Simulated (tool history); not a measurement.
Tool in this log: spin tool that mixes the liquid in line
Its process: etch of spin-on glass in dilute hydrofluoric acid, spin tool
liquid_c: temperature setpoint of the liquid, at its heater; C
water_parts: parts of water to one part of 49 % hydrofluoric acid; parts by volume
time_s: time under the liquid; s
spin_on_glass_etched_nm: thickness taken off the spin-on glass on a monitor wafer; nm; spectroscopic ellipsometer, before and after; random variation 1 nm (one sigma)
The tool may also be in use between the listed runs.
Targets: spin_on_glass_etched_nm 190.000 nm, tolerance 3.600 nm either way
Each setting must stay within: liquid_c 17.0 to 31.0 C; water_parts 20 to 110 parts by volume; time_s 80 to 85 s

| run | day | liquid_c | water_parts | time_s | spin_on_glass_etched_nm |
|---|---|---|---|---|---|
| 1 | 0.000 | 23.0 | 60 | 80 | 83.212 |
| 2 | 0.125 | 23.0 | 40 | 80 | 128.670 |
| 3 | 0.246 | 23.0 | 60 | 80 | 84.057 |
| 4 | 0.429 | 25.5 | 60 | 80 | 93.355 |
| 5 | 0.600 | 25.5 | 60 | 85 | 98.440 |
| 6 | 0.712 | 25.5 | 45 | 85 | 134.220 |
| 7 | 0.867 | 26.5 | 45 | 85 | 139.380 |
| 8 | 0.904 | 26.5 | 45 | 85 | 141.230 |
| 9 | 0.958 | 27.0 | 45 | 85 | 141.970 |
| 10 | 1.262 | 27.0 | 45 | 85 | 142.410 |
| 11 | 1.442 | 27.5 | 45 | 85 | 145.570 |
| 12 | 1.792 | 27.5 | 45 | 85 | 146.600 |
| 13 | 2.000 | 28.0 | 45 | 85 | 149.400 |
| 14 | 2.317 | 28.5 | 45 | 85 | 151.960 |
| 15 | 2.533 | 29.0 | 45 | 85 | 154.360 |
| 16 | 2.871 | 29.5 | 45 | 85 | 157.220 |
| 17 | 3.233 | 30.5 | 40 | 85 | 186.040 |

Which single option among these 4 for the next run brings every result within its allowed miss of target? Just one does.
| A | 3.596 | 28.5 | 35 | 85 | ? |
| B | 3.596 | 30.5 | 40 | 80 | ? |
| C | 3.596 | 30.0 | 35 | 80 | ? |
| D | 3.596 | 29.0 | 35 | 80 | ? |

| move | spin_on_glass_etched_nm |
|---|---|
| A | 195.760 |
| B | 173.250 |
| C | 195.650 |
| D | 187.990 |
A: moves the result that the last run missed by most past its target, out the other side
B: its largest miss is bigger than the last run's
C: moves the result that the last run missed by most past its target, out the other side
D: hits every target within its allowed miss
Go with D: it meets all targets.

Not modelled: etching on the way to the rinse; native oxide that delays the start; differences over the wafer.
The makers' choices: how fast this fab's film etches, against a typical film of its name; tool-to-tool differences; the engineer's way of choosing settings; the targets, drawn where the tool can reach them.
